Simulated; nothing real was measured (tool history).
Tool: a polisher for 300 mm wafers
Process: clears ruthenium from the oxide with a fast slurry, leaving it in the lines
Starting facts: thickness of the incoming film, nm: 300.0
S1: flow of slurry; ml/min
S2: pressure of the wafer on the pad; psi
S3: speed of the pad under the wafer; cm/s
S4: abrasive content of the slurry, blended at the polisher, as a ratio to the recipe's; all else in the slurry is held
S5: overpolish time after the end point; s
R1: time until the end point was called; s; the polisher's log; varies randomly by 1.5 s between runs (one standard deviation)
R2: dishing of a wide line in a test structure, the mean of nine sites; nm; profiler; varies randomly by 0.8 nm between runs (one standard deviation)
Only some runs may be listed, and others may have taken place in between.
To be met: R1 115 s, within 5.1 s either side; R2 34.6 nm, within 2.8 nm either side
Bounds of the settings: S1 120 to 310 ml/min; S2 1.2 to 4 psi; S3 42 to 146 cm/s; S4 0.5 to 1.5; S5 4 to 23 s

Run 1, hour 0: S1 200 ml/min, S2 2.6 psi, S3 94 cm/s, S4 1, S5 12 s. Result: R1 73.464 s, R2 41.603 nm.
Run 2, hour 4.9: S1 200 ml/min, S2 3.2 psi, S3 94 cm/s, S4 1, S5 12 s. Result: R1 60.568 s, R2 47.087 nm.
Run 3, hour 6: S1 200 ml/min, S2 3.7 psi, S3 94 cm/s, S4 1, S5 12 s. Result: R1 53.759 s, R2 55.175 nm.
Run 4, hour 10.2: S1 200 ml/min, S2 3.7 psi, S3 94 cm/s, S4 0.8, S5 12 s. Result: R1 62.11 s, R2 48.473 nm.
Run 5, hour 15.6: S1 200 ml/min, S2 3.7 psi, S3 94 cm/s, S4 0.8, S5 15 s. Result: R1 60.809 s, R2 56.899 nm.
Run 6, hour 20.7: S1 200 ml/min, S2 3.7 psi, S3 84 cm/s, S4 0.8, S5 15 s. Result: R1 70.585 s, R2 48.803 nm.
Run 7, hour 25.9: S1 200 ml/min, S2 3.2 psi, S3 82 cm/s, S4 0.8, S5 16 s. Result: R1 83.098 s, R2 46.415 nm.
Run 8, hour 26.7: S1 200 ml/min, S2 2.9 psi, S3 82 cm/s, S4 0.8, S5 16 s. Result: R1 90.265 s, R2 43.781 nm.
Run 9, hour 33.4: S1 200 ml/min, S2 2.6 psi, S3 82 cm/s, S4 0.8, S5 16 s. Result: R1 99.817 s, R2 38.667 nm.
Run 10, hour 38.5: S1 200 ml/min, S2 2.5 psi, S3 82 cm/s, S4 0.8, S5 16 s. Result: R1 105.18 s, R2 36.974 nm.
Run 11, hour 43.3: S1 200 ml/min, S2 2.4 psi, S3 82 cm/s, S4 0.8, S5 16 s. Result: R1 108.85 s, R2 36.214 nm.

Which single option among these 4 for the next run brings every result within its allowed miss of target? Just one does.
Run A, hour 48.1: S1 225 ml/min, S2 2.2 psi, S3 90 cm/s, S4 0.75, S5 16 s. Result: R1 ?, R2 ?.
Run B, hour 48.1: S1 220 ml/min, S2 2.5 psi, S3 82 cm/s, S4 0.85, S5 14 s. Result: R1 ?, R2 ?.
Run C, hour 48.1: S1 245 ml/min, S2 2.6 psi, S3 72 cm/s, S4 0.7, S5 18 s. Result: R1 ?, R2 ?.
Run D, hour 48.1: S1 225 ml/min, S2 3 psi, S3 100 cm/s, S4 0.55, S5 21 s. Result: R1 ?, R2 ?.

move      R1      R2
   A  113.32  35.036
   B  97.854  35.461
   C  127.46  35.041
   D  114.92  44.206
A: every result lands within tolerance
B: the biggest miss grows against the last run
C: the result that was furthest off in the last run now lies on the other side of its target
D: corrects the largest miss of the last run, while another result sits out of spec
Go with A: it meets all targets.
